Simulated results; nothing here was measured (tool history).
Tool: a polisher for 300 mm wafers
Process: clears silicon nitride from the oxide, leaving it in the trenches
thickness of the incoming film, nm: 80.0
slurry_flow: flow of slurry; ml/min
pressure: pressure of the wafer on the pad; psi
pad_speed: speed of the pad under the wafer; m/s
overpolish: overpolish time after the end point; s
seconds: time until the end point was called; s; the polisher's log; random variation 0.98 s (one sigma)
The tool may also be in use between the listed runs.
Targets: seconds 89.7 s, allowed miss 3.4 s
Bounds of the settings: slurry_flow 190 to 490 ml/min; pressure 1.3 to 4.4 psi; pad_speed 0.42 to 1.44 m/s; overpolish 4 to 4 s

run 1 hour=0 | slurry_flow=315 pressure=2.8 pad_speed=0.92 overpolish=4 | seconds=113.42
run 2 hour=4 | slurry_flow=315 pressure=2.8 pad_speed=0.76 overpolish=4 | seconds=136.31
run 3 hour=11.5 | slurry_flow=315 pressure=3.3 pad_speed=0.76 overpolish=4 | seconds=116.99
run 4 hour=12.7 | slurry_flow=315 pressure=3.3 pad_speed=0.58 overpolish=4 | seconds=148.18
run 5 hour=20.2 | slurry_flow=345 pressure=3.3 pad_speed=0.58 overpolish=4 | seconds=148.6
run 6 hour=23.7 | slurry_flow=345 pressure=3.3 pad_speed=0.68 overpolish=4 | seconds=128.14
run 7 hour=32 | slurry_flow=345 pressure=3.5 pad_speed=0.68 overpolish=4 | seconds=119.93
run 8 hour=33.8 | slurry_flow=345 pressure=3.6 pad_speed=0.68 overpolish=4 | seconds=116.42
run 9 hour=40.2 | slurry_flow=345 pressure=3.7 pad_speed=0.68 overpolish=4 | seconds=113.19
run 10 hour=40.9 | slurry_flow=345 pressure=3.8 pad_speed=0.68 overpolish=4 | seconds=112.12
run 11 hour=45.9 | slurry_flow=345 pressure=3.9 pad_speed=0.68 overpolish=4 | seconds=107.03
run 12 hour=46.6 | slurry_flow=345 pressure=4 pad_speed=0.68 overpolish=4 | seconds=106.72
run 13 hour=50 | slurry_flow=350 pressure=4.1 pad_speed=0.68 overpolish=4 | seconds=105.28
run 14 hour=54 | slurry_flow=350 pressure=4.2 pad_speed=0.7 overpolish=4 | seconds=98.487

4 next moves are on the table. One of them brings every result within its allowed miss. Which?
run A hour=58 | slurry_flow=335 pressure=4.4 pad_speed=0.66 overpolish=4 | seconds=?
run B hour=58 | slurry_flow=365 pressure=4.3 pad_speed=0.66 overpolish=4 | seconds=?
run C hour=58 | slurry_flow=340 pressure=4.4 pad_speed=0.68 overpolish=4 | seconds=?
run D hour=58 | slurry_flow=305 pressure=4 pad_speed=0.82 overpolish=4 | seconds=?

move=A seconds=100.01
move=B seconds=101.56
move=C seconds=97.066
move=D seconds=89.876
A: further off than the last run
B: further off than the last run
C: nearer than the last run, and not there yet
D: meets every target
Answer: D
